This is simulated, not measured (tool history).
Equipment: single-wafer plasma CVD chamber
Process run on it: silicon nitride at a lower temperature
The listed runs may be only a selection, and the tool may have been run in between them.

run	hour	heater temperature setpoint (°C)	chamber pressure (Pa)	RF power (W)	deposition time (s)	mean film thickness on the monitor wafer (angstrom)
1	0.0	340	229	340	43.9	615.64
2	7.7	340	229	340	43.9	614.88
3	12.5	343	217	325	43.9	574.79
4	17.9	343	217	310	43.9	547.24
5	23.6	343	217	310	43.9	547.58
6	27.3	343	207	300	43.9	519.36
7	36.1	343	197	290	43.9	494.45
8	41.9	343	189	285	43.9	476.00
9	43.7	343	183	280	43.9	454.51
10	51.3	343	177	280	43.9	451.32

Predict the results of run 11:
11	58.5	343	172	275	43.9	?

mean film thickness on the monitor wafer (angstrom): 430.95
